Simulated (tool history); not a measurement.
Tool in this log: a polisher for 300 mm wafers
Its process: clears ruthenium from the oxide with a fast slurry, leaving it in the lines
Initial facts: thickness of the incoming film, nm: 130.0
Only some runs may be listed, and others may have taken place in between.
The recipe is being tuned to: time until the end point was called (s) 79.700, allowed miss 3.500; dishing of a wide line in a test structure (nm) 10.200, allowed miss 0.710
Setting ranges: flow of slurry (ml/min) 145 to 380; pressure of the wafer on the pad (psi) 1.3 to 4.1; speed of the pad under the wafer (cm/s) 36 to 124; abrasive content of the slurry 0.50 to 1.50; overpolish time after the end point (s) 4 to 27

| run | hour | flow of slurry (ml/min) | pressure of the wafer on the pad (psi) | speed of the pad under the wafer (cm/s) | abrasive content of the slurry | overpolish time after the end point (s) | time until the end point was called (s) | dishing of a wide line in a test structure (nm) |
|---|---|---|---|---|---|---|---|---|
| 1 | 0.0 | 245 | 2.7 | 80 | 1.00 | 14 | 49.281 | 34.405 |
| 2 | 8.6 | 245 | 2.2 | 80 | 1.00 | 14 | 59.774 | 27.112 |
| 3 | 13.5 | 245 | 2.1 | 80 | 1.00 | 13 | 63.083 | 25.651 |
| 4 | 20.2 | 245 | 1.7 | 80 | 1.00 | 13 | 78.938 | 21.921 |
| 5 | 28.0 | 245 | 1.7 | 78 | 1.00 | 12 | 79.883 | 19.769 |
| 6 | 36.9 | 245 | 1.7 | 76 | 1.05 | 11 | 77.733 | 17.407 |
| 7 | 40.6 | 245 | 1.7 | 76 | 1.10 | 10 | 78.700 | 17.147 |
| 8 | 45.0 | 250 | 1.7 | 74 | 1.15 | 9 | 78.342 | 15.292 |
| 9 | 53.2 | 250 | 1.7 | 74 | 1.15 | 8 | 78.319 | 13.142 |
| 10 | 59.3 | 255 | 1.7 | 72 | 1.20 | 7 | 80.843 | 12.083 |

Exercise: of the 5 proposed moves below, exactly one satisfies all targets within the stated allowed misses. Which move is it?
| A | 65.4 | 240 | 1.8 | 72 | 1.10 | 6 | ? | ? |
| B | 65.4 | 255 | 1.8 | 74 | 1.25 | 7 | ? | ? |
| C | 65.4 | 255 | 2.0 | 66 | 1.15 | 8 | ? | ? |
| D | 65.4 | 255 | 1.7 | 70 | 1.35 | 7 | ? | ? |
| E | 65.4 | 340 | 1.9 | 52 | 1.50 | 8 | ? | ? |

| move | time until the end point was called (s) | dishing of a wide line in a test structure (nm) |
|---|---|---|
| A | 79.995 | 10.494 |
| B | 74.091 | 13.046 |
| C | 76.931 | 14.268 |
| D | 80.502 | 12.068 |
| E | 90.589 | 12.245 |
A: each result inside its tolerance
B: the biggest miss grows against the last run
C: the biggest miss grows against the last run
D: about as far from the targets as the last run
E: the biggest miss grows against the last run
A is the move that brings every result within its allowed miss.
